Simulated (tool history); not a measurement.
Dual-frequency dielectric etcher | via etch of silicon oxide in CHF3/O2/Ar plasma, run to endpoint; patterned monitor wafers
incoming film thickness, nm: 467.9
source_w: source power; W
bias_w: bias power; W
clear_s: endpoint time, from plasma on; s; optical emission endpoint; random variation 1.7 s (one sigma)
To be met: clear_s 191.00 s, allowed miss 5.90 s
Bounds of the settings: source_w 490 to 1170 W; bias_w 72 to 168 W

run,hour,source_w,bias_w,clear_s
1,0.0,830,120,227.90
2,1.3,760,120,234.99
3,9.6,760,110,238.68
4,14.1,760,126,236.55
5,20.0,650,126,257.33
6,24.1,650,138,247.51
7,26.4,710,141,233.24
8,33.2,750,143,222.20
9,40.4,780,144,222.87
10,47.1,820,146,214.35
11,54.4,820,146,217.96
12,60.7,860,148,208.24
13,69.2,880,149,206.36
# hour 73.6: source power generator calibrated
14,73.6,880,149,211.51
15,80.5,910,151,209.70

5 next moves are on the table. One of them brings every result within its allowed miss. Which?
A,87.4,900,159,?
B,87.4,1000,141,?
C,87.4,920,155,?
D,87.4,1120,145,?
E,87.4,910,150,?

move,clear_s
A,203.78
B,201.04
C,203.25
D,189.37
E,206.28
A: nearer than the last run, and not there yet
B: nearer than the last run, and not there yet
C: nearer than the last run, and not there yet
D: meets every target
E: nearer than the last run, and not there yet
Move D is the one to make.
